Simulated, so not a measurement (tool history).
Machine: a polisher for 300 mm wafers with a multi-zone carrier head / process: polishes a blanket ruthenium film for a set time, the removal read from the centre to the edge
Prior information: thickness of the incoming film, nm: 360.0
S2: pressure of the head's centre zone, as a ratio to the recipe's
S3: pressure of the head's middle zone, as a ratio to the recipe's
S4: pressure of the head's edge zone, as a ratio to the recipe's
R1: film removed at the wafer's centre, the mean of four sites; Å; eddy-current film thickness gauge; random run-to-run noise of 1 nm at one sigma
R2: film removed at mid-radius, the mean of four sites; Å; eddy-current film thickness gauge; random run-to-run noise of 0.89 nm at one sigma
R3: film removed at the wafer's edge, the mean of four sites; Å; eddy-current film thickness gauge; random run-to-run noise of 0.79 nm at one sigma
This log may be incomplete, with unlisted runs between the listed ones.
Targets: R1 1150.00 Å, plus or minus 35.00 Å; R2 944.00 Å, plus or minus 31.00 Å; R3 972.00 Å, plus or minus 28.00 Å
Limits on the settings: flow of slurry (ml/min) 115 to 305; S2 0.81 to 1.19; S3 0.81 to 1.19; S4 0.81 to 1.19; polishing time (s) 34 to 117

run 1 hour=0.0 | flow_of_slurry_(ml/min)=195 S2=1.00 S3=1.00 S4=1.00 polishing_time_(s)=75 | R1=750.83 R2=754.21 R3=755.39
run 2 hour=4.9 | flow_of_slurry_(ml/min)=195 S2=1.07 S3=1.00 S4=1.00 polishing_time_(s)=75 | R1=812.30 R2=766.54 R3=750.52
run 3 hour=12.8 | flow_of_slurry_(ml/min)=195 S2=1.07 S3=1.00 S4=1.00 polishing_time_(s)=67 | R1=717.99 R2=695.89 R3=666.11
run 4 hour=16.5 | flow_of_slurry_(ml/min)=195 S2=1.07 S3=1.00 S4=0.92 polishing_time_(s)=67 | R1=715.91 R2=685.12 R3=646.59
run 5 hour=18.6 | flow_of_slurry_(ml/min)=240 S2=1.07 S3=1.00 S4=0.92 polishing_time_(s)=67 | R1=753.73 R2=695.34 R3=668.90
run 6 hour=19.8 | flow_of_slurry_(ml/min)=260 S2=1.07 S3=1.00 S4=0.92 polishing_time_(s)=67 | R1=746.67 R2=704.26 R3=664.02
run 7 hour=28.5 | flow_of_slurry_(ml/min)=260 S2=1.09 S3=0.99 S4=0.95 polishing_time_(s)=72 | R1=822.42 R2=747.11 R3=733.79
run 8 hour=35.0 | flow_of_slurry_(ml/min)=265 S2=1.11 S3=0.99 S4=0.96 polishing_time_(s)=75 | R1=877.62 R2=790.55 R3=762.81
run 9 hour=42.5 | flow_of_slurry_(ml/min)=270 S2=1.12 S3=0.98 S4=0.98 polishing_time_(s)=78 | R1=918.08 R2=814.14 R3=814.00
run 10 hour=51.1 | flow_of_slurry_(ml/min)=275 S2=1.14 S3=0.98 S4=0.98 polishing_time_(s)=80 | R1=969.43 R2=836.43 R3=810.89
run 11 hour=53.2 | flow_of_slurry_(ml/min)=280 S2=1.15 S3=0.97 S4=1.00 polishing_time_(s)=82 | R1=982.88 R2=846.26 R3=847.00
run 12 hour=61.3 | flow_of_slurry_(ml/min)=285 S2=1.16 S3=0.97 S4=1.01 polishing_time_(s)=84 | R1=1039.60 R2=884.63 R3=880.99
run 13 hour=63.3 | flow_of_slurry_(ml/min)=290 S2=1.17 S3=0.97 S4=1.02 polishing_time_(s)=85 | R1=1027.70 R2=895.67 R3=889.11
run 14 hour=66.0 | flow_of_slurry_(ml/min)=290 S2=1.17 S3=0.96 S4=1.02 polishing_time_(s)=86 | R1=1079.50 R2=904.12 R3=906.91
run 15 hour=67.0 | flow_of_slurry_(ml/min)=290 S2=1.17 S3=0.96 S4=1.02 polishing_time_(s)=86 | R1=1063.50 R2=898.99 R3=902.88
run 16 hour=72.0 | flow_of_slurry_(ml/min)=290 S2=1.17 S3=0.96 S4=1.02 polishing_time_(s)=87 | R1=1075.90 R2=909.03 R3=932.79
run 17 hour=75.3 | flow_of_slurry_(ml/min)=290 S2=1.17 S3=0.96 S4=1.02 polishing_time_(s)=88 | R1=1068.20 R2=909.27 R3=931.43
run 18 hour=77.9 | flow_of_slurry_(ml/min)=295 S2=1.17 S3=0.96 S4=1.01 polishing_time_(s)=89 | R1=1098.70 R2=937.03 R3=958.76
run 19 hour=83.2 | flow_of_slurry_(ml/min)=295 S2=1.17 S3=0.96 S4=1.00 polishing_time_(s)=89 | R1=1095.90 R2=913.61 R3=938.61
run 20 hour=83.7 | flow_of_slurry_(ml/min)=295 S2=1.17 S3=0.96 S4=1.00 polishing_time_(s)=90 | R1=1111.70 R2=942.83 R3=941.41
run 21 hour=85.3 | flow_of_slurry_(ml/min)=295 S2=1.17 S3=0.96 S4=1.01 polishing_time_(s)=90 | R1=1114.80 R2=943.45 R3=960.80

5 next moves are on the table. One of them brings every result within its allowed miss. Which?
run A hour=86.9 | flow_of_slurry_(ml/min)=285 S2=1.10 S3=0.95 S4=1.04 polishing_time_(s)=93 | R1=? R2=? R3=?
run B hour=86.9 | flow_of_slurry_(ml/min)=305 S2=1.18 S3=1.02 S4=1.03 polishing_time_(s)=86 | R1=? R2=? R3=?
run C hour=86.9 | flow_of_slurry_(ml/min)=300 S2=1.09 S3=0.97 S4=1.07 polishing_time_(s)=91 | R1=? R2=? R3=?
run D hour=86.9 | flow_of_slurry_(ml/min)=300 S2=1.15 S3=0.97 S4=1.11 polishing_time_(s)=87 | R1=? R2=? R3=?
run E hour=86.9 | flow_of_slurry_(ml/min)=300 S2=1.16 S3=0.93 S4=0.95 polishing_time_(s)=94 | R1=? R2=? R3=?

move=A R1=1080.70 R2=964.39 R3=991.51
move=B R1=1075.10 R2=953.02 R3=916.51
move=C R1=1054.80 R2=965.35 R3=987.53
move=D R1=1059.70 R2=922.60 R3=961.61
move=E R1=1153.80 R2=962.47 R3=963.85
A: misses by more than the last run did
B: misses by more than the last run did
C: misses by more than the last run did
D: misses by more than the last run did
E: all results land within tolerance of their targets
E meets every target.

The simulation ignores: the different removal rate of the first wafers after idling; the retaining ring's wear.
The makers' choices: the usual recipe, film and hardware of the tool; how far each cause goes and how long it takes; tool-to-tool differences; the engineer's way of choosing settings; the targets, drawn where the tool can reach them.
